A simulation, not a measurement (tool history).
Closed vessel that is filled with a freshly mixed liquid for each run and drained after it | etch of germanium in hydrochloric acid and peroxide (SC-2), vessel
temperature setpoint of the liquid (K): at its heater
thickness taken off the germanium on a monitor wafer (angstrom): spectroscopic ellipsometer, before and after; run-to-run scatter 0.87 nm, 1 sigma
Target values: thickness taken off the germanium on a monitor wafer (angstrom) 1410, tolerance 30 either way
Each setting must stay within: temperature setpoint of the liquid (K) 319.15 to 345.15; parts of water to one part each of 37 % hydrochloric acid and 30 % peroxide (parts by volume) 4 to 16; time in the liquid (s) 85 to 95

run,day,temperature setpoint of the liquid (K),parts of water to one part each of 37 % hydrochloric acid and 30 % peroxide (parts by volume),time in the liquid (s),thickness taken off the germanium on a monitor wafer (angstrom)
1,0,335.15,9,85,1851.6
2,0.325,335.15,9,95,2060.3
3,0.488,335.15,9,95,2041.4
4,0.704,331.15,9,95,1846.1
5,0.921,331.15,9,85,1647.8
6,1.112,329.15,9,85,1545.9
7,1.208,329.15,9,85,1528.8
8,1.529,328.15,9,85,1510.2
9,1.867,327.15,9,85,1455.5

Below are 4 possible settings for the next run. Only one of them brings all results inside the allowed miss of their targets. Which is it?
A,2.204,326.65,10,90,?
B,2.204,326.65,6,85,?
C,2.204,324.65,10,90,?
D,2.204,326.15,10,95,?

move,thickness taken off the germanium on a monitor wafer (angstrom)
A,1484.5
B,1446.8
C,1395.2
D,1543
A: lands further from the targets than the last run did
B: nearer than the last run, and not there yet
C: in spec on every target
D: lands further from the targets than the last run did
Answer: C
